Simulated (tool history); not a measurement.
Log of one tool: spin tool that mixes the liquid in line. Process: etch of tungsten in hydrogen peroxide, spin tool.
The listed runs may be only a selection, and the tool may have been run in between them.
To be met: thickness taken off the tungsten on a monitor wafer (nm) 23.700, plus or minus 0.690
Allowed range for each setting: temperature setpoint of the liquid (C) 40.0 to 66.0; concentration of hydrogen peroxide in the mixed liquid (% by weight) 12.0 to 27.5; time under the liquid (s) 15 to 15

run,hour,temperature setpoint of the liquid (C),concentration of hydrogen peroxide in the mixed liquid (% by weight),time under the liquid (s),thickness taken off the tungsten on a monitor wafer (nm)
1,0.0,56.0,18.5,15,56.962
2,0.6,51.0,18.5,15,41.864
3,6.3,51.0,18.5,15,41.945
4,13.0,48.0,18.5,15,34.813
5,19.6,48.0,16.5,15,33.033
6,22.9,48.0,16.5,15,32.992
7,28.6,46.0,16.5,15,29.193
8,32.2,45.0,16.5,15,27.576
9,39.6,44.0,16.5,15,25.711
10,43.8,43.5,16.5,15,24.872

Of the 5 settings listed for the next run, only one would bring every result within its allowed miss of target. Which one?
A,48.0,45.0,15.5,15,?
B,48.0,43.5,15.0,15,?
C,48.0,45.0,16.5,15,?
D,48.0,44.0,17.5,15,?
E,48.0,46.0,14.0,15,?

move,thickness taken off the tungsten on a monitor wafer (nm)
A,26.412
B,23.627
C,27.251
D,26.344
E,26.730
A: moves away from the targets compared with the last run
B: in spec on every target
C: moves away from the targets compared with the last run
D: moves away from the targets compared with the last run
E: moves away from the targets compared with the last run
Go with B: it meets all targets.
